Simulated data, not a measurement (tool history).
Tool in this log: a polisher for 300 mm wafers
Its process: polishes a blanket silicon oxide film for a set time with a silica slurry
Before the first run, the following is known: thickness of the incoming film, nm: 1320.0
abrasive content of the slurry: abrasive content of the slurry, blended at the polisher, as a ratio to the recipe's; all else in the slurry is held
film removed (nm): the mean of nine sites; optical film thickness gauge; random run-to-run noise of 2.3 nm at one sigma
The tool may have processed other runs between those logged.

run	day	flow of slurry (ml/min)	pressure of the wafer on the pad (psi)	speed of the pad under the wafer (cm/s)	abrasive content of the slurry	polishing time (s)	film removed (nm)
1	0.000	165	4.5	116	1.0	97	378.22
2	0.108	165	4.5	126	1.0	97	401.64
3	0.442	165	4.3	126	1.0	97	392.95
4	0.654	165	4.3	126	1.0	97	385.11
5	0.775	165	4.3	126	0.9	97	375.46
6	0.829	190	4.3	126	0.9	97	375.20
7	1.008	190	4.1	126	0.9	97	362.44

Run 8, settings as shown, results not yet in. Your forecast:
8	1.062	190	3.9	126	0.9	97	?

{"run 8": {"film removed (nm)": 340.36}}

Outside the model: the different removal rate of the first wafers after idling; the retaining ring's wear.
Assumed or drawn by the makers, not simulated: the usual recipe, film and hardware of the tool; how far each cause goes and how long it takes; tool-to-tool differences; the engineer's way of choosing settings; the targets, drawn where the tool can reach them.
